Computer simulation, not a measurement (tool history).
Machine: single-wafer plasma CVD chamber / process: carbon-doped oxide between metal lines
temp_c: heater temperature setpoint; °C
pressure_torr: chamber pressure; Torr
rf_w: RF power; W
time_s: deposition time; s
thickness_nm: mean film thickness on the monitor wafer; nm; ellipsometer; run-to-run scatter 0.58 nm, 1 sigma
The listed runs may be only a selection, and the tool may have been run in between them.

Run 1, hour 0: temp_c 325 °C, pressure_torr 5.31 Torr, rf_w 675 W, time_s 24.2 s. Result: thickness_nm 149.16 nm.
Run 2, hour 8.9: temp_c 329 °C, pressure_torr 5.02 Torr, rf_w 660 W, time_s 24.2 s. Result: thickness_nm 143.29 nm.
Run 3, hour 13.9: temp_c 329 °C, pressure_torr 5.02 Torr, rf_w 735 W, time_s 24.2 s. Result: thickness_nm 151.73 nm.
Run 4, hour 19.1: temp_c 329 °C, pressure_torr 5.02 Torr, rf_w 735 W, time_s 23.1 s. Result: thickness_nm 144.66 nm.
Run 5, hour 22.5: temp_c 329 °C, pressure_torr 5.02 Torr, rf_w 735 W, time_s 24.2 s. Result: thickness_nm 151.28 nm.
Run 6, hour 30.1: temp_c 325 °C, pressure_torr 5.02 Torr, rf_w 735 W, time_s 24.2 s. Result: thickness_nm 152.46 nm.
Run 7, hour 36.4: temp_c 327 °C, pressure_torr 4.51 Torr, rf_w 715 W, time_s 24.1 s. Result: thickness_nm 146.64 nm.

Predict the results of run 8:
Run 8, hour 43.7: temp_c 327 °C, pressure_torr 4.51 Torr, rf_w 715 W, time_s 24.1 s. Result: thickness_nm ?.

thickness_nm: 147.19 nm
